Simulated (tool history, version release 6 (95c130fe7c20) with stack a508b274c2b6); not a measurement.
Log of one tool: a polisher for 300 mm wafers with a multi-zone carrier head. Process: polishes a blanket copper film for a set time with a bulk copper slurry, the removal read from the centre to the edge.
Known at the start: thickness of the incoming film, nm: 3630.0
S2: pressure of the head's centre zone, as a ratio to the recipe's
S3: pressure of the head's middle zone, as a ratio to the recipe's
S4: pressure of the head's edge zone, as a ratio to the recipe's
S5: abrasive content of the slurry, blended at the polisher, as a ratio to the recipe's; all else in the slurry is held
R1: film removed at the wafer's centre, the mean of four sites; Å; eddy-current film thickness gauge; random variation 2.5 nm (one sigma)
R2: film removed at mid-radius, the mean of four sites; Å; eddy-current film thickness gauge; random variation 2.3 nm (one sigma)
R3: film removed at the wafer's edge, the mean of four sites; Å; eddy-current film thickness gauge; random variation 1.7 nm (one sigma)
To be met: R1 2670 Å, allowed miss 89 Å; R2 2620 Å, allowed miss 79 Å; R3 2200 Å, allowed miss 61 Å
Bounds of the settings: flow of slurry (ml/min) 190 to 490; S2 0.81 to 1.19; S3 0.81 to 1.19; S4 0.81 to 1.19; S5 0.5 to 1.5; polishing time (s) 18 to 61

{"run": 1, "hour": 0.0, "flow of slurry (ml/min)": 315, "S2": 1, "S3": 1, "S4": 1, "S5": 1, "polishing time (s)": 39, "R1": 3943.1, "R2": 3886.5, "R3": 3735.9}
{"run": 2, "hour": 0.6, "flow of slurry (ml/min)": 315, "S2": 1, "S3": 1, "S4": 1, "S5": 0.85, "polishing time (s)": 39, "R1": 3788.4, "R2": 3732.2, "R3": 3641.9}
{"run": 3, "hour": 2.5, "flow of slurry (ml/min)": 315, "S2": 1, "S3": 1, "S4": 1, "S5": 0.85, "polishing time (s)": 43, "R1": 4141.5, "R2": 4166, "R3": 3956.2}
{"run": 4, "hour": 7.9, "flow of slurry (ml/min)": 370, "S2": 1, "S3": 1, "S4": 1, "S5": 0.85, "polishing time (s)": 43, "R1": 4211.7, "R2": 4168.2, "R3": 4005.4}
{"run": 5, "hour": 16.0, "flow of slurry (ml/min)": 370, "S2": 1, "S3": 1, "S4": 1.06, "S5": 0.85, "polishing time (s)": 43, "R1": 4288.9, "R2": 4189.4, "R3": 4167.2}
{"run": 6, "hour": 19.1, "flow of slurry (ml/min)": 370, "S2": 1, "S3": 1, "S4": 1.06, "S5": 0.85, "polishing time (s)": 38, "R1": 3808.3, "R2": 3681.8, "R3": 3665.1}
{"run": 7, "hour": 25.0, "flow of slurry (ml/min)": 375, "S2": 1.02, "S3": 1.03, "S4": 1, "S5": 0.75, "polishing time (s)": 34, "R1": 3244.2, "R2": 3308.4, "R3": 3063.9}
{"run": 8, "hour": 27.2, "flow of slurry (ml/min)": 365, "S2": 1.12, "S3": 1, "S4": 0.9, "S5": 0.5, "polishing time (s)": 28, "R1": 2626, "R2": 2367, "R3": 2192.9}
{"run": 9, "hour": 29.9, "flow of slurry (ml/min)": 370, "S2": 1.12, "S3": 1.03, "S4": 0.9, "S5": 0.5, "polishing time (s)": 28, "R1": 2708.2, "R2": 2408.3, "R3": 2164.3}
{"run": 10, "hour": 30.9, "flow of slurry (ml/min)": 375, "S2": 1.1, "S3": 1.05, "S4": 0.9, "S5": 0.5, "polishing time (s)": 28, "R1": 2621.2, "R2": 2452.9, "R3": 2185.8}
{"run": 11, "hour": 36.3, "flow of slurry (ml/min)": 380, "S2": 1.1, "S3": 1.07, "S4": 0.9, "S5": 0.5, "polishing time (s)": 28, "R1": 2669.1, "R2": 2540.9, "R3": 2155.4}
{"run": 12, "hour": 37.5, "flow of slurry (ml/min)": 385, "S2": 1.09, "S3": 1.07, "S4": 0.91, "S5": 0.5, "polishing time (s)": 28, "R1": 2649.7, "R2": 2498.2, "R3": 2203.8}

Which of these 4 next moves meets every target?
{"run": "A", "hour": 38.7, "flow of slurry (ml/min)": 400, "S2": 1.13, "S3": 1.15, "S4": 0.96, "S5": 0.55, "polishing time (s)": 27, "R1": "?", "R2": "?", "R3": "?"}
{"run": "B", "hour": 38.7, "flow of slurry (ml/min)": 355, "S2": 1.14, "S3": 1, "S4": 0.92, "S5": 0.5, "polishing time (s)": 28, "R1": "?", "R2": "?", "R3": "?"}
{"run": "C", "hour": 38.7, "flow of slurry (ml/min)": 460, "S2": 1.13, "S3": 1.04, "S4": 0.93, "S5": 0.5, "polishing time (s)": 28, "R1": "?", "R2": "?", "R3": "?"}
{"run": "D", "hour": 38.7, "flow of slurry (ml/min)": 445, "S2": 1.14, "S3": 0.91, "S4": 0.98, "S5": 0.5, "polishing time (s)": 27, "R1": "?", "R2": "?", "R3": "?"}

move=A R1=2666.9 R2=2643 R3=2222.4
move=B R1=2692.5 R2=2375.3 R3=2194.6
move=C R1=2720.4 R2=2489.5 R3=2232.5
move=D R1=2636.6 R2=2161.3 R3=2205.8
A: meets every target
B: further off than the last run
C: further off than the last run
D: further off than the last run
Answer: A
